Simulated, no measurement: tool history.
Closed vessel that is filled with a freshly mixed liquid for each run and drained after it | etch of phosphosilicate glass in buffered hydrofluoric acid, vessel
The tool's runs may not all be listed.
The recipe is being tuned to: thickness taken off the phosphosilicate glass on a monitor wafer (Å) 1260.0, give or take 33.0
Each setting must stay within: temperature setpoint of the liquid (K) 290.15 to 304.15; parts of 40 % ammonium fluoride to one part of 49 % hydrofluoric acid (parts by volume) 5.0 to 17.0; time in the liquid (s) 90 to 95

| run | hour | temperature setpoint of the liquid (K) | parts of 40 % ammonium fluoride to one part of 49 % hydrofluoric acid (parts by volume) | time in the liquid (s) | thickness taken off the phosphosilicate glass on a monitor wafer (Å) |
|---|---|---|---|---|---|
| 1 | 0.0 | 296.15 | 10.5 | 90 | 2318.2 |
| 2 | 4.8 | 298.15 | 10.5 | 90 | 2598.9 |
| 3 | 11.0 | 295.65 | 10.5 | 90 | 2265.5 |
| 4 | 16.8 | 295.15 | 11.0 | 90 | 2103.9 |
| 5 | 20.1 | 295.15 | 11.0 | 95 | 2238.1 |
| 6 | 26.6 | 298.65 | 11.0 | 95 | 2690.7 |
| 7 | 29.4 | 297.65 | 11.5 | 95 | 2450.2 |
| 8 | 32.0 | 293.65 | 14.5 | 95 | 1569.0 |
| 9 | 41.2 | 293.15 | 14.5 | 95 | 1504.1 |

Of the 4 settings listed for the next run, only one would bring every result within its allowed miss of target. Which one?
| A | 50.4 | 298.65 | 15.0 | 95 | ? |
| B | 50.4 | 292.65 | 17.0 | 95 | ? |
| C | 50.4 | 290.15 | 14.5 | 90 | ? |
| D | 50.4 | 290.65 | 14.0 | 95 | ? |

| move | thickness taken off the phosphosilicate glass on a monitor wafer (Å) |
|---|---|
| A | 1990.1 |
| B | 1263.5 |
| C | 1214.9 |
| D | 1365.9 |
A: misses by more than the last run did
B: hits every target within its allowed miss
C: takes the result that was furthest off past its target
D: an improvement on the last run, though not all results are within tolerance
Go with B: it meets all targets.
